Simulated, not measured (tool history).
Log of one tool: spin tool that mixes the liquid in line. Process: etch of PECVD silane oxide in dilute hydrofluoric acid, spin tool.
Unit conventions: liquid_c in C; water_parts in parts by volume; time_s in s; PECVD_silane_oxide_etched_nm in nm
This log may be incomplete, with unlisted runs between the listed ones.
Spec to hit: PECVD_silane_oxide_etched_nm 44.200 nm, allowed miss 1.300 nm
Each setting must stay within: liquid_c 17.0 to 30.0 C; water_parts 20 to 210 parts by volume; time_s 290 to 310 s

run,hour,liquid_c,water_parts,time_s,PECVD_silane_oxide_etched_nm
1,0.0,22.0,115,290,63.956
2,5.6,25.0,115,290,73.003
3,10.8,25.0,70,290,124.300
4,12.3,23.0,70,290,113.120
5,16.6,23.0,110,290,69.063
6,22.3,26.0,110,290,78.942
7,30.0,24.0,115,290,69.095
8,32.0,22.5,120,290,62.398
9,38.3,22.5,120,290,63.133
10,40.0,21.0,125,290,55.395
11,48.8,20.0,125,290,53.593
12,56.0,19.5,125,290,52.167
13,60.2,19.0,125,290,51.403
14,68.3,18.5,125,290,50.003
15,76.2,18.0,125,290,49.618
16,80.7,17.5,130,290,45.688

Pick the move, out of 4, that brings all results within their allowed miss; only one does.
A,85.2,17.0,135,310,?
B,85.2,17.0,125,295,?
C,85.2,17.0,140,305,?
D,85.2,17.0,125,290,?

move,PECVD_silane_oxide_etched_nm
A,46.370
B,48.110
C,43.788
D,47.294
A: the biggest miss grows against the last run
B: the biggest miss grows against the last run
C: all results in spec
D: the biggest miss grows against the last run
C meets every target.

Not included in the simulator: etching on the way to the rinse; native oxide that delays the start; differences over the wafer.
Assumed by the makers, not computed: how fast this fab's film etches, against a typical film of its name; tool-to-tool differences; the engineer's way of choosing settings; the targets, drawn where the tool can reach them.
